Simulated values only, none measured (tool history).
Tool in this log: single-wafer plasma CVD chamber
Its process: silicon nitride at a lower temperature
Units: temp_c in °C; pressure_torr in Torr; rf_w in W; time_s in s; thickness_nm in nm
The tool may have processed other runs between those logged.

run,day,temp_c,pressure_torr,rf_w,time_s,thickness_nm
1,0,360,1.73,325,12.2,14.675
2,0.179,360,1.73,325,11.6,13.94
3,0.379,360,1.8,330,11.6,14.268
4,0.638,360,1.86,335,11.6,14.548
5,0.725,360,1.91,340,11.6,14.795
6,1.021,360,1.96,345,11.6,15.27
7,1.154,360,2.31,355,11.6,16.014

Predict the results of run 8:
8,1.438,360,2.32,355,11.6,?

Run 8 gave thickness_nm 15.868 nm.

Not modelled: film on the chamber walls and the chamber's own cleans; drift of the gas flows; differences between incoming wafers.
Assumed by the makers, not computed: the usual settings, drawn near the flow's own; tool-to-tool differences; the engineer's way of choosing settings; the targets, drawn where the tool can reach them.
